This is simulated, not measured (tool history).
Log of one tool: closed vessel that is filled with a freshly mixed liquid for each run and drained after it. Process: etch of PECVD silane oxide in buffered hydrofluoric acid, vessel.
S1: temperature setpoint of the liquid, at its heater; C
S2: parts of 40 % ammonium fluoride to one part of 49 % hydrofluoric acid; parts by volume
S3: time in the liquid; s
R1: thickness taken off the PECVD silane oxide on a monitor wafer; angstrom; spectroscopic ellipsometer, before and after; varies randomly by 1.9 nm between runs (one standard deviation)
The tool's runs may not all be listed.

run    day    S1    S2   S3       R1
  1  0.000  20.0  20.5  105   986.99
  2  0.133  23.5  20.5  105  1180.00
  3  0.317  24.5  19.0  105  1349.10
  4  0.625  23.0  19.0  105  1252.00
  5  0.896  23.0  19.0  105  1263.50
  6  1.133  21.0  19.0  105  1146.00
  7  1.258  22.5  18.0  105  1286.90
  8  1.421  23.5  17.5  105  1386.50

Run 9 comes next. What will it give?
  9  1.638  23.5  17.5  105   ?

R1: 1402.90 angstrom

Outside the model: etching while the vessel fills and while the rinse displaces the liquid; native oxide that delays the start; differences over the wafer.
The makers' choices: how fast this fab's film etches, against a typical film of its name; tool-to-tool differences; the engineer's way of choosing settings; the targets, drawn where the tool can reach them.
